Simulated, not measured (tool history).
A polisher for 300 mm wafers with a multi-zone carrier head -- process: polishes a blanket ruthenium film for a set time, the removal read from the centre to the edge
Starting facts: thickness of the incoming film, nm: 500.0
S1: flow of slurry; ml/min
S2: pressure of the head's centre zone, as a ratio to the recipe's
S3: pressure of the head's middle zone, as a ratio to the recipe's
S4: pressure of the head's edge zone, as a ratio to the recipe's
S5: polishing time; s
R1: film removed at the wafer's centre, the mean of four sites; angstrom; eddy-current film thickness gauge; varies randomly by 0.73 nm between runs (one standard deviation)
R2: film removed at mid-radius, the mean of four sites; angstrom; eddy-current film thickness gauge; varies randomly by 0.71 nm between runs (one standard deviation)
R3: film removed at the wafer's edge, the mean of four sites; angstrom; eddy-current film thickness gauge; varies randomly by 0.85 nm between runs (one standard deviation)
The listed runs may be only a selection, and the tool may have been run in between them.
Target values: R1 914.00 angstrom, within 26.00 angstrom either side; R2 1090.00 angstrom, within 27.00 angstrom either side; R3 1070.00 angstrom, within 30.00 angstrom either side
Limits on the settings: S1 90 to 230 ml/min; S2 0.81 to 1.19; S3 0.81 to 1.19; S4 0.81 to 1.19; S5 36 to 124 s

{"run": 1, "hour": 0.0, "S1": 150, "S2": 1.0, "S3": 1.0, "S4": 1.0, "S5": 79, "R1": 718.29, "R2": 718.59, "R3": 775.31}
{"run": 2, "hour": 7.2, "S1": 150, "S2": 0.97, "S3": 1.0, "S4": 1.0, "S5": 79, "R1": 690.62, "R2": 721.69, "R3": 774.6}
{"run": 3, "hour": 8.5, "S1": 155, "S2": 0.97, "S3": 1.02, "S4": 1.02, "S5": 81, "R1": 724.09, "R2": 758.82, "R3": 814.27}
{"run": 4, "hour": 14.6, "S1": 155, "S2": 0.94, "S3": 1.02, "S4": 1.02, "S5": 81, "R1": 705.12, "R2": 764.99, "R3": 801.21}
{"run": 5, "hour": 17.5, "S1": 140, "S2": 0.94, "S3": 1.02, "S4": 1.02, "S5": 81, "R1": 679.05, "R2": 744.45, "R3": 784.89}
{"run": 6, "hour": 21.5, "S1": 140, "S2": 0.88, "S3": 1.02, "S4": 1.02, "S5": 81, "R1": 634.09, "R2": 739.24, "R3": 777.65}
{"run": 7, "hour": 24.9, "S1": 140, "S2": 0.88, "S3": 1.02, "S4": 1.02, "S5": 81, "R1": 635.24, "R2": 734.3, "R3": 791.43}
{"run": 8, "hour": 26.4, "S1": 145, "S2": 0.89, "S3": 1.03, "S4": 1.04, "S5": 82, "R1": 659.6, "R2": 765.72, "R3": 802.4}
{"hour": 28.5, "done": "slurry nozzle cleaned"}
{"run": 9, "hour": 28.5, "S1": 145, "S2": 0.89, "S3": 1.03, "S4": 1.04, "S5": 82, "R1": 751.62, "R2": 845.93, "R3": 873.92}
{"run": 10, "hour": 36.1, "S1": 185, "S2": 0.93, "S3": 1.13, "S4": 1.14, "S5": 90, "R1": 907.76, "R2": 1044.0, "R3": 1039.5}

Exercise: of the 5 proposed moves below, exactly one satisfies all targets within the stated allowed misses. Which move is it?
{"run": "A", "hour": 43.7, "S1": 150, "S2": 0.82, "S3": 0.99, "S4": 1.19, "S5": 101, "R1": "?", "R2": "?", "R3": "?"}
{"run": "B", "hour": 43.7, "S1": 210, "S2": 0.94, "S3": 1.19, "S4": 1.05, "S5": 89, "R1": "?", "R2": "?", "R3": "?"}
{"run": "C", "hour": 43.7, "S1": 210, "S2": 0.88, "S3": 1.1, "S4": 1.08, "S5": 94, "R1": "?", "R2": "?", "R3": "?"}
{"run": "D", "hour": 43.7, "S1": 140, "S2": 0.91, "S3": 1.05, "S4": 1.06, "S5": 100, "R1": "?", "R2": "?", "R3": "?"}
{"run": "E", "hour": 43.7, "S1": 190, "S2": 0.9, "S3": 1.15, "S4": 1.17, "S5": 98, "R1": "?", "R2": "?", "R3": "?"}

move=A R1=860.21 R2=1026.00 R3=1136.80
move=B R1=929.96 R2=1100.10 R3=986.41
move=C R1=918.49 R2=1094.70 R3=1055.80
move=D R1=930.49 R2=1044.80 R3=1056.60
move=E R1=963.44 R2=1162.40 R3=1127.50
A: its largest miss is bigger than the last run's
B: gets the furthest-off result to its target, but another result is out of tolerance
C: all results land within tolerance of their targets
D: roughly where the last run was
E: takes the biggest miss from the last run beyond its target
Move C is the one to make.
